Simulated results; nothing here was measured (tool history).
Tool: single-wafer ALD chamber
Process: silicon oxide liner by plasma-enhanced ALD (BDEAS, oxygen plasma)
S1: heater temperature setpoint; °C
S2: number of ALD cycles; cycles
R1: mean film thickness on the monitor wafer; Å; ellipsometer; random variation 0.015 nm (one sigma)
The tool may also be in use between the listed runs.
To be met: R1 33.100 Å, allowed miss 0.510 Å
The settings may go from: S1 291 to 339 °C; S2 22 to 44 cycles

run    day   S1  S2      R1
  1  0.000  315  33  28.988
  2  0.104  308  33  29.248
  3  0.346  308  34  30.051
  4  0.429  317  34  29.650
  5  0.479  326  34  29.533
  6  0.721  326  35  30.416
  7  0.767  325  36  31.162
  8  0.808  325  37  32.164

5 next moves are on the table. One of them brings every result within its allowed miss. Which?
  A  0.850  331  36   ?
  B  0.850  322  38   ?
  C  0.850  327  37   ?
  D  0.850  324  37   ?
  E  0.850  329  36   ?

move      R1
   A  30.714
   B  32.795
   C  31.729
   D  31.851
   E  30.793
A: further off than the last run
B: meets every target
C: further off than the last run
D: further off than the last run
E: further off than the last run
Answer: B
